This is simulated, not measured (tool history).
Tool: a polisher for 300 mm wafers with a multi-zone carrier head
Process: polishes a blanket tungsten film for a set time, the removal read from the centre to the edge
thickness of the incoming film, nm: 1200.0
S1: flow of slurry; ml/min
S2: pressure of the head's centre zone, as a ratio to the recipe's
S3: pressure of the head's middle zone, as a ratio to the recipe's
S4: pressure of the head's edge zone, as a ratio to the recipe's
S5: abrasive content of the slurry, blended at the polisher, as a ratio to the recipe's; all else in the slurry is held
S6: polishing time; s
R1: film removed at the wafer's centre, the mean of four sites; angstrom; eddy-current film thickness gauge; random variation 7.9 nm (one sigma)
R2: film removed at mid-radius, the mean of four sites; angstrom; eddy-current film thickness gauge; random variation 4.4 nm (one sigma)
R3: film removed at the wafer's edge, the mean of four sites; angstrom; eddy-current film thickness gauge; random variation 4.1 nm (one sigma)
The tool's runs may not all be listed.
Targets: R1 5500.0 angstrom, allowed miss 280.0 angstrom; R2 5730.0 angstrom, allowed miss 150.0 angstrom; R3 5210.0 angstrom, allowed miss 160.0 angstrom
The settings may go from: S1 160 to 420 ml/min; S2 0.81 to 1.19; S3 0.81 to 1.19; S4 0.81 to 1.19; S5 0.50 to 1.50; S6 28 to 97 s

run 1 hour=0.0 | S1=270 S2=1.00 S3=1.00 S4=1.00 S5=1.00 S6=62 | R1=4293.1 R2=4335.1 R3=4192.9
run 2 hour=3.9 | S1=275 S2=1.01 S3=1.02 S4=1.02 S5=1.05 S6=62 | R1=4329.0 R2=4388.0 R3=4273.0
run 3 hour=5.4 | S1=280 S2=1.02 S3=1.04 S4=1.02 S5=1.10 S6=63 | R1=4456.3 R2=4586.3 R3=4461.7
run 4 hour=6.6 | S1=285 S2=1.04 S3=1.06 S4=1.01 S5=1.15 S6=63 | R1=4596.9 R2=4672.7 R3=4486.2
run 5 hour=7.8 | S1=285 S2=1.04 S3=1.06 S4=1.10 S5=1.15 S6=63 | R1=4676.8 R2=4720.6 R3=4704.2
run 6 hour=14.0 | S1=285 S2=1.04 S3=1.06 S4=1.03 S5=1.15 S6=63 | R1=4670.0 R2=4652.1 R3=4551.4
run 7 hour=15.6 | S1=290 S2=1.04 S3=1.08 S4=1.02 S5=1.20 S6=64 | R1=4625.9 R2=4943.7 R3=4621.7
-- hour=24.3 slurry nozzle cleaned
run 8 hour=24.3 | S1=295 S2=1.06 S3=1.09 S4=1.03 S5=1.25 S6=64 | R1=5063.0 R2=5132.1 R3=4824.7
run 9 hour=30.0 | S1=305 S2=1.06 S3=1.10 S4=1.04 S5=1.25 S6=64 | R1=5044.0 R2=5260.6 R3=4803.6
run 10 hour=33.2 | S1=315 S2=1.06 S3=1.10 S4=1.05 S5=1.25 S6=64 | R1=5125.6 R2=5191.4 R3=4959.4
run 11 hour=41.7 | S1=325 S2=1.06 S3=1.11 S4=1.05 S5=1.25 S6=64 | R1=5174.3 R2=5221.7 R3=4944.9

4 next moves are on the table. One of them brings every result within its allowed miss. Which?
run A hour=50.2 | S1=280 S2=1.03 S3=1.13 S4=1.14 S5=1.05 S6=74 | R1=? R2=? R3=?
run B hour=50.2 | S1=325 S2=1.03 S3=1.13 S4=1.03 S5=1.35 S6=62 | R1=? R2=? R3=?
run C hour=50.2 | S1=205 S2=0.93 S3=1.19 S4=0.95 S5=1.45 S6=67 | R1=? R2=? R3=?
run D hour=50.2 | S1=220 S2=1.08 S3=1.13 S4=1.00 S5=1.20 S6=73 | R1=? R2=? R3=?

move=A R1=5544.9 R2=5730.4 R3=5526.3
move=B R1=5099.9 R2=5262.5 R3=4804.3
move=C R1=4905.9 R2=5666.0 R3=4881.1
move=D R1=5696.0 R2=5706.3 R3=5195.5
A: brings the result that was furthest off to its target, and leaves another outside
B: nearer than the last run, and not there yet
C: brings the result that was furthest off to its target, and leaves another outside
D: meets every target
The right move is D.
